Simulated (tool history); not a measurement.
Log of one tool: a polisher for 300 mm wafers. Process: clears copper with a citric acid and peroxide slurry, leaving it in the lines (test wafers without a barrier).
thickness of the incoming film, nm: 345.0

run	hour	flow of slurry (ml/min)	pressure of the wafer on the pad (psi)	speed of the pad under the wafer (m/s)	abrasive content of the slurry	overpolish time after the end point (s)	time until the end point was called (s)	dishing of a wide line in a test structure (nm)
1	0	295	2.4	1.26	1	26	199.11	36.405
2	2	340	2.4	1.26	1	26	195.44	36.589
3	7	340	2.4	1.1	1	26	211.89	32.971
4	13.6	340	2.7	1.1	1	26	190.64	35.554
5	17	340	2.7	1.1	1	21	195.25	28.997
6	17.7	340	3.1	1.1	1	21	173.62	34.523

Run 7 comes next. What will it give?
7	24.6	340	3.1	1.1	1	21	?	?

time until the end point was called (s): 170.2
dishing of a wide line in a test structure (nm): 35.688
